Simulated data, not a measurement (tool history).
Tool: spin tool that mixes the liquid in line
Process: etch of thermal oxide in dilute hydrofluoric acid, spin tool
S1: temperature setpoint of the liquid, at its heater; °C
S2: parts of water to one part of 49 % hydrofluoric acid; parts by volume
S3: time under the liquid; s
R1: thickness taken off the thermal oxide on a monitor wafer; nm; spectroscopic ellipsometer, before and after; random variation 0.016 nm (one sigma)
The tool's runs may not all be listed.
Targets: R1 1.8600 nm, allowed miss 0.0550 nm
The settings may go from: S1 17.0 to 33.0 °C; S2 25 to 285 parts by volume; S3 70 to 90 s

| run | hour | S1 | S2 | S3 | R1 |
|---|---|---|---|---|---|
| 1 | 0.0 | 25.0 | 155 | 90 | 2.9213 |
| 2 | 0.9 | 25.0 | 155 | 70 | 2.2614 |
| 3 | 8.7 | 24.0 | 155 | 70 | 2.1784 |
| 4 | 12.5 | 23.5 | 155 | 70 | 2.1353 |
| 5 | 17.6 | 23.5 | 185 | 70 | 1.7291 |
| 6 | 23.8 | 23.5 | 215 | 70 | 1.4521 |
| 7 | 28.4 | 24.5 | 215 | 70 | 1.4847 |
|  | 29.5 | hydrofluoric acid flow meter replaced |
| 8 | 29.5 | 25.5 | 215 | 70 | 1.4144 |
| 9 | 34.5 | 25.5 | 205 | 70 | 1.4823 |
| 10 | 37.3 | 25.5 | 200 | 70 | 1.5532 |
| 11 | 39.9 | 25.5 | 195 | 70 | 1.5707 |
| 12 | 41.1 | 25.5 | 195 | 70 | 1.6055 |

Which of these 5 next moves meets every target?
| A | 42.3 | 24.5 | 215 | 90 | ? |
| B | 42.3 | 24.0 | 160 | 75 | ? |
| C | 42.3 | 24.0 | 185 | 80 | ? |
| D | 42.3 | 27.5 | 195 | 70 | ? |
| E | 42.3 | 24.5 | 200 | 80 | ? |

| move | R1 |
|---|---|
| A | 1.7500 |
| B | 2.0433 |
| C | 1.8333 |
| D | 1.7098 |
| E | 1.6995 |
A: nearer than the last run, and not there yet
B: takes the result that was furthest off past its target
C: meets every target
D: nearer than the last run, and not there yet
E: nearer than the last run, and not there yet
Move C is the one to make.

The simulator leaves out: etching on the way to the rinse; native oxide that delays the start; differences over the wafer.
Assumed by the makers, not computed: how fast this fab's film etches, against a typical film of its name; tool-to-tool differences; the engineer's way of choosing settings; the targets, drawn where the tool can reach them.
